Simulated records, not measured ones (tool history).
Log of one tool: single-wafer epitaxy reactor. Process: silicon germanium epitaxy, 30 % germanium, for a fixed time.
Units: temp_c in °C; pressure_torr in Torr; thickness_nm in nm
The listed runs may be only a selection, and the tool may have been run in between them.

{"run": 1, "hour": 0.0, "temp_c": 605, "pressure_torr": 25.0, "thickness_nm": 70.472}
{"run": 2, "hour": 8.0, "temp_c": 599, "pressure_torr": 24.2, "thickness_nm": 61.665}
{"run": 3, "hour": 14.2, "temp_c": 599, "pressure_torr": 27.8, "thickness_nm": 64.82}
{"run": 4, "hour": 21.8, "temp_c": 591, "pressure_torr": 27.8, "thickness_nm": 54.715}
{"run": 5, "hour": 22.5, "temp_c": 588, "pressure_torr": 27.4, "thickness_nm": 51.247}
{"run": 6, "hour": 27.7, "temp_c": 586, "pressure_torr": 27.0, "thickness_nm": 48.59}

What does the tool deliver on the next run?
{"run": 7, "hour": 29.1, "temp_c": 585, "pressure_torr": 26.9, "thickness_nm": "?"}

{"run 7": {"thickness_nm": 47.762}}
